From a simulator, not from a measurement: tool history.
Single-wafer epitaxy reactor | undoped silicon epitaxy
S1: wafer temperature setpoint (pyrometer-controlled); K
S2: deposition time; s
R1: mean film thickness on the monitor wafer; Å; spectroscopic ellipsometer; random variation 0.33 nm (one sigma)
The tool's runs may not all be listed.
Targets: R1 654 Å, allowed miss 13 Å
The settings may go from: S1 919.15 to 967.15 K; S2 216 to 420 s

run 1 hour=0 | S1=943.15 S2=318 | R1=858.78
run 2 hour=1.1 | S1=937.15 S2=318 | R1=740.98
run 3 hour=9.7 | S1=935.15 S2=318 | R1=703.06
run 4 hour=11.8 | S1=935.15 S2=275 | R1=603.23
run 5 hour=19.6 | S1=936.15 S2=275 | R1=624.59
run 6 hour=22 | S1=944.15 S2=275 | R1=751.34
run 7 hour=22.7 | S1=942.15 S2=275 | R1=723.32
run 8 hour=29.1 | S1=941.15 S2=275 | R1=704.31
run 9 hour=36.4 | S1=940.15 S2=275 | R1=685.82
run 10 hour=42.4 | S1=939.15 S2=275 | R1=667.39

4 next moves are on the table. One of them brings every result within its allowed miss. Which?
run A hour=48.4 | S1=943.15 S2=232 | R1=?
run B hour=48.4 | S1=938.15 S2=276 | R1=?
run C hour=48.4 | S1=937.15 S2=271 | R1=?
run D hour=48.4 | S1=942.15 S2=259 | R1=?

move=A R1=622.16
move=B R1=656.65
move=C R1=629.4
move=D R1=678.21
A: takes the result that was furthest off past its target
B: meets every target
C: takes the result that was furthest off past its target
D: further off than the last run
The right move is B.
